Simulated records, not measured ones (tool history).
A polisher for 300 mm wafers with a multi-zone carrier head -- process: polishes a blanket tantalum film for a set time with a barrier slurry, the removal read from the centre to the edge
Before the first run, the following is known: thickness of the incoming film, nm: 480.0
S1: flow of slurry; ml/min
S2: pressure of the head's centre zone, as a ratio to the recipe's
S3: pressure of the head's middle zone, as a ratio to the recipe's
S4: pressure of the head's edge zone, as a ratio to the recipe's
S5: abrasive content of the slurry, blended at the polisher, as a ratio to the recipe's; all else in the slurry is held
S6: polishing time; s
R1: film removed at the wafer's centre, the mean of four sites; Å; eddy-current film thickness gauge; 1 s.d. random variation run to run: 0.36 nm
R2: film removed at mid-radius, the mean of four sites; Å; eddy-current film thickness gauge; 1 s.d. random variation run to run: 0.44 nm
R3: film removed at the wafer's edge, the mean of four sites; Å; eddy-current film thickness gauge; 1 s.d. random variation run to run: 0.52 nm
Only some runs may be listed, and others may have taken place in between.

run	hour	S1	S2	S3	S4	S5	S6	R1	R2	R3
1	0	190	1	1	1	1	60	635.88	648.76	629.82
2	4.3	220	1	1	1	1	60	651.1	653.41	628.11
3	8.8	220	1	0.94	1	1	60	647.34	631.32	644.75
4	17.4	225	1	0.95	0.98	0.9	59	623.92	611.01	603.61
5	19.2	225	1	0.95	1.01	0.9	59	630.11	615.6	611.76
6	19.9	250	1	0.95	1.01	0.9	59	642.49	619.25	627.42
7	26.9	240	1	0.95	0.98	0.85	58	611.57	598.4	587.81
8	31	235	1	0.95	0.96	0.8	58	595.67	585.55	589.13
9	34	285	1.1	1.05	0.91	0.55	41	430.41	413.95	363.07
10	36.6	285	1.1	1.06	0.93	0.6	41	440.62	426.62	375.86
11	44.1	285	1.1	1.07	0.95	0.65	41	453.4	446.11	388.6
12	52.8	280	1.14	1.15	1.05	0.7	41	477.35	474.06	410.92

Expected results for the next run?
13	56.7	280	1.14	1.15	1.06	0.7	41	?	?	?

R1: 469.87 Å
R2: 476.5 Å
R3: 415.85 Å
